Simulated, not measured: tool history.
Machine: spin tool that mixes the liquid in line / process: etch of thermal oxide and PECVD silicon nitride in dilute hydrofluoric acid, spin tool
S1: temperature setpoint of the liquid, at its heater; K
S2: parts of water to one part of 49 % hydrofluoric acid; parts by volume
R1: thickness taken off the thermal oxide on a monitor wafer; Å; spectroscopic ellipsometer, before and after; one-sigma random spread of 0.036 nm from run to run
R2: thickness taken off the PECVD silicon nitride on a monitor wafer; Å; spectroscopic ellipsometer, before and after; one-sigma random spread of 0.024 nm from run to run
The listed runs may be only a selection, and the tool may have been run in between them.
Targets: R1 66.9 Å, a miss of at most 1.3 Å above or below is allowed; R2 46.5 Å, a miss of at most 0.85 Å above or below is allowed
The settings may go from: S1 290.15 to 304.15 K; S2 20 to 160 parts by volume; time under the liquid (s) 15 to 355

Run 1, hour 0: S1 296.15 K, S2 90 parts by volume, time under the liquid (s) 180. Result: R1 97.918 Å, R2 69.231 Å.
Run 2, hour 4.3: S1 296.15 K, S2 90 parts by volume, time under the liquid (s) 235. Result: R1 126.62 Å, R2 90.237 Å.
Run 3, hour 6.1: S1 296.15 K, S2 115 parts by volume, time under the liquid (s) 235. Result: R1 95.624 Å, R2 70.658 Å.
Run 4, hour 8.6: S1 296.15 K, S2 115 parts by volume, time under the liquid (s) 285. Result: R1 114.76 Å, R2 85.274 Å.
Run 5, hour 17: S1 295.65 K, S2 120 parts by volume, time under the liquid (s) 285. Result: R1 108.67 Å, R2 79.499 Å.
Run 6, hour 23.7: S1 295.65 K, S2 120 parts by volume, time under the liquid (s) 225. Result: R1 85.744 Å, R2 62.779 Å.
Run 7, hour 26.7: S1 295.15 K, S2 125 parts by volume, time under the liquid (s) 225. Result: R1 80.503 Å, R2 58.452 Å.
Run 8, hour 27.5: S1 294.65 K, S2 125 parts by volume, time under the liquid (s) 225. Result: R1 78.603 Å, R2 57.117 Å.
Run 9, hour 33.1: S1 294.15 K, S2 125 parts by volume, time under the liquid (s) 225. Result: R1 76.916 Å, R2 54.736 Å.

5 next moves are on the table. One of them brings every result within its allowed miss. Which?
Run A, hour 38.7: S1 291.65 K, S2 125 parts by volume, time under the liquid (s) 215. Result: R1 ?, R2 ?.
Run B, hour 38.7: S1 293.65 K, S2 160 parts by volume, time under the liquid (s) 265. Result: R1 ?, R2 ?.
Run C, hour 38.7: S1 291.15 K, S2 95 parts by volume, time under the liquid (s) 170. Result: R1 ?, R2 ?.
Run D, hour 38.7: S1 294.15 K, S2 140 parts by volume, time under the liquid (s) 215. Result: R1 ?, R2 ?.
Run E, hour 38.7: S1 293.65 K, S2 120 parts by volume, time under the liquid (s) 190. Result: R1 ?, R2 ?.

move      R1      R2
   A  66.683  44.144
   B  67.099  48.959
   C  70.139   44.02
   D  64.816  46.783
   E  66.944  46.486
A: carries the result that was furthest off beyond its target, to the other side
B: moves toward the targets from the last run without getting all of them in spec
C: carries the result that was furthest off beyond its target, to the other side
D: brings the result that was furthest off to its target, and leaves another outside
E: in spec on every target
E meets every target.
